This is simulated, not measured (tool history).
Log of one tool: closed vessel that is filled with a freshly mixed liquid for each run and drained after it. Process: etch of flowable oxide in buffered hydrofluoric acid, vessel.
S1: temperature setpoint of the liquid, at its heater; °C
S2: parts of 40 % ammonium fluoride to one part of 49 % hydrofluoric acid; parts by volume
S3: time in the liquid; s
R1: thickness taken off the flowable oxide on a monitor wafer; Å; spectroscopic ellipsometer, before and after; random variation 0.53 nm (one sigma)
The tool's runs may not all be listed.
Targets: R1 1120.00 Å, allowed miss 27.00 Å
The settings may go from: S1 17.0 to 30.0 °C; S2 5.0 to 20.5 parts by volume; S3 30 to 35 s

run,hour,S1,S2,S3,R1
1,0.0,22.0,12.5,35,569.90
2,5.5,23.5,12.0,35,642.69
3,7.8,23.5,12.0,30,549.99
4,12.1,25.0,12.0,30,593.46
5,20.8,28.0,12.0,30,704.44
6,24.6,28.0,9.5,30,862.00
7,32.1,28.5,9.0,30,920.97
8,37.1,29.0,8.5,30,1001.90

Which of these 4 next moves meets every target?
A,42.1,25.5,7.5,35,?
B,42.1,30.0,9.5,30,?
C,42.1,28.0,9.0,30,?
D,42.1,30.0,11.5,35,?

move,R1
A,1106.70
B,956.15
C,890.07
D,942.83
A: meets every target
B: further off than the last run
C: further off than the last run
D: further off than the last run
Move A is the one to make.
